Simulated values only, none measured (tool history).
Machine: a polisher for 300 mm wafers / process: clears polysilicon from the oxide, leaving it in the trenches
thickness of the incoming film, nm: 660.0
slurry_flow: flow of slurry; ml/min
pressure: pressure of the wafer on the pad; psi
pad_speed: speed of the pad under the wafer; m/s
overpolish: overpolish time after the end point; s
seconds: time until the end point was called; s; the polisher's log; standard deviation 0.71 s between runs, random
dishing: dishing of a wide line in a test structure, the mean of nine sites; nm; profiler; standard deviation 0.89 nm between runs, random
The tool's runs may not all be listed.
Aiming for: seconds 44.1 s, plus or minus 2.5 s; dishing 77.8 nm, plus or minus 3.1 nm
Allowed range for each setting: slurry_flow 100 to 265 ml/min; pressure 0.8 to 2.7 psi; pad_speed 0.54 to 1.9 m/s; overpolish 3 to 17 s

Run 1, hour 0: slurry_flow 170 ml/min, pressure 1.7 psi, pad_speed 1.22 m/s, overpolish 9 s. Result: seconds 66.498 s, dishing 53.703 nm.
Run 2, hour 2.8: slurry_flow 170 ml/min, pressure 1.4 psi, pad_speed 1.22 m/s, overpolish 9 s. Result: seconds 80.91 s, dishing 48.444 nm.
Run 3, hour 3.8: slurry_flow 170 ml/min, pressure 1.4 psi, pad_speed 1.52 m/s, overpolish 9 s. Result: seconds 64.978 s, dishing 54.797 nm.
Run 4, hour 8: slurry_flow 170 ml/min, pressure 1.5 psi, pad_speed 1.52 m/s, overpolish 10 s. Result: seconds 61.729 s, dishing 59.407 nm.
Run 5, hour 12: slurry_flow 150 ml/min, pressure 1.5 psi, pad_speed 1.52 m/s, overpolish 10 s. Result: seconds 63.358 s, dishing 59.013 nm.
Run 6, hour 20.3: slurry_flow 150 ml/min, pressure 1.5 psi, pad_speed 1.52 m/s, overpolish 9 s. Result: seconds 63.148 s, dishing 55.555 nm.
Run 7, hour 22.8: slurry_flow 155 ml/min, pressure 1.6 psi, pad_speed 1.52 m/s, overpolish 10 s. Result: seconds 59.293 s, dishing 60.424 nm.
Run 8, hour 31.8: slurry_flow 160 ml/min, pressure 1.7 psi, pad_speed 1.52 m/s, overpolish 10 s. Result: seconds 53.676 s, dishing 61.466 nm.
At hour 38.1: head pressure recalibrated.
Run 9, hour 38.1: slurry_flow 160 ml/min, pressure 1.8 psi, pad_speed 1.54 m/s, overpolish 11 s. Result: seconds 49.928 s, dishing 71.301 nm.
Run 10, hour 41.2: slurry_flow 165 ml/min, pressure 1.8 psi, pad_speed 1.54 m/s, overpolish 11 s. Result: seconds 48.455 s, dishing 68.669 nm.
Run 11, hour 45.1: slurry_flow 165 ml/min, pressure 1.9 psi, pad_speed 1.56 m/s, overpolish 12 s. Result: seconds 45.741 s, dishing 74.625 nm.

Consider the 4 candidate settings below. Which is the only one whose results all fall within their allowed miss of target?
Run A, hour 49: slurry_flow 180 ml/min, pressure 2.4 psi, pad_speed 1.26 m/s, overpolish 14 s. Result: seconds ?, dishing ?.
Run B, hour 49: slurry_flow 135 ml/min, pressure 2.1 psi, pad_speed 1.54 m/s, overpolish 10 s. Result: seconds ?, dishing ?.
Run C, hour 49: slurry_flow 180 ml/min, pressure 1.8 psi, pad_speed 1.68 m/s, overpolish 11 s. Result: seconds ?, dishing ?.
Run D, hour 49: slurry_flow 175 ml/min, pressure 2 psi, pad_speed 1.48 m/s, overpolish 11 s. Result: seconds ?, dishing ?.

move  seconds  dishing
   A   45.864   78.167
   B   44.944   70.633
   C   45.685   72.723
   D   46.933   72.023
A: in spec on every target
B: misses by more than the last run did
C: misses by more than the last run did
D: misses by more than the last run did
Go with A: it meets all targets.
